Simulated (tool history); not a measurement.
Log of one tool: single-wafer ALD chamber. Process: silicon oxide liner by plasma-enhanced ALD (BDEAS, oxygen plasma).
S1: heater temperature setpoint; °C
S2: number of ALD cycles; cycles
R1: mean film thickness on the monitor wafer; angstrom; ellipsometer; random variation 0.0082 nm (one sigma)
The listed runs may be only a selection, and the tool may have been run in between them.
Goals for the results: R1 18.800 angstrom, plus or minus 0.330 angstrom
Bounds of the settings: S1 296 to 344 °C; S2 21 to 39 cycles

run,hour,S1,S2,R1
1,0.0,320,30,23.440
2,7.0,321,28,21.805
3,11.3,321,25,19.396
4,17.9,313,25,19.654
5,23.8,313,21,16.639
6,30.6,313,22,17.328
7,33.4,313,23,18.169
8,35.1,312,23,18.127

Pick the move, out of 4, that brings all results within their allowed miss; only one does.
A,36.8,310,23,?
B,36.8,315,24,?
C,36.8,315,23,?
D,36.8,315,22,?

move,R1
A,18.221
B,18.860
C,18.074
D,17.288
A: nearer than the last run, and not there yet
B: meets every target
C: the biggest miss grows against the last run
D: the biggest miss grows against the last run
B meets every target.
